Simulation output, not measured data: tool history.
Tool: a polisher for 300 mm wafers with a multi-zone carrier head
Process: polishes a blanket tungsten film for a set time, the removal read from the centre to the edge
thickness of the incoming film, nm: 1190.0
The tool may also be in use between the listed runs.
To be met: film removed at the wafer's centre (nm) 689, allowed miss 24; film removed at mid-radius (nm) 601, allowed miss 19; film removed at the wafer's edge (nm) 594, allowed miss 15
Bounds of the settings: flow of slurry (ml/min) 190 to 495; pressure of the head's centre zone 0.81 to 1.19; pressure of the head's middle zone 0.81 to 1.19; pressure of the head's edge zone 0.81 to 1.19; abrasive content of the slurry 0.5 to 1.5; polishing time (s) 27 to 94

run,hour,flow of slurry (ml/min),pressure of the head's centre zone,pressure of the head's middle zone,pressure of the head's edge zone,abrasive content of the slurry,polishing time (s),film removed at the wafer's centre (nm),film removed at mid-radius (nm),film removed at the wafer's edge (nm)
1,0,320,1,1,1,1,60,398.67,406.86,406.53
2,1.5,375,1,1,1,1,60,403.52,413.1,412.99
3,4.7,375,1,1,1,1.1,60,418.87,424.42,428.9
4,12.7,380,1.03,1.02,1.01,1.15,62,448.43,449.96,445.91
5,21,380,1.03,1.05,1.01,1.15,62,450.23,465.93,446.09
6,29,430,1.03,1.05,1.01,1.15,62,457.63,472.64,449.29
# hour 35.5: edge zone pressure recalibrated
7,35.5,435,1.06,1.05,1.02,1.2,64,490.31,490.07,456.5
8,40.4,430,1.07,1.04,1.03,1.25,66,511.34,505.08,485.2
9,48.6,430,1.09,1.04,1.04,1.3,68,541.81,522.71,505.78
10,51.2,430,1.11,1.04,1.05,1.35,69,570.98,549.13,518.03
11,53.3,430,1.12,1.03,1.06,1.4,70,590.69,553.36,526.57
12,60.1,430,1.13,1.02,1.07,1.4,71,609.44,552.79,547.48
13,61.1,430,1.13,1.02,1.07,1.4,71,605.85,546.67,538.45
14,66.4,430,1.14,1.02,1.08,1.4,72,617.66,566.95,553.28
15,67.1,430,1.15,1.02,1.09,1.4,73,626.32,577.88,555.31
16,75.3,430,1.15,1.02,1.09,1.4,74,639.55,579.73,560.27

Which of these 4 next moves meets every target?
A,83.5,485,1.03,1.07,1.14,1.2,78,?,?,?
B,83.5,390,1,0.95,1.01,1.3,84,?,?,?
C,83.5,405,1.1,1.13,1.13,1.25,70,?,?,?
D,83.5,430,1.17,1,1.07,1.4,78,?,?,?

move,film removed at the wafer's centre (nm),film removed at mid-radius (nm),film removed at the wafer's edge (nm)
A,581.94,610.47,588.38
B,612.47,600.2,618.39
C,557.62,573.93,527.58
D,687.11,598.97,600.98
A: brings the result that was furthest off to its target, and leaves another outside
B: takes the result that was furthest off past its target
C: further off than the last run
D: meets every target
Answer: D
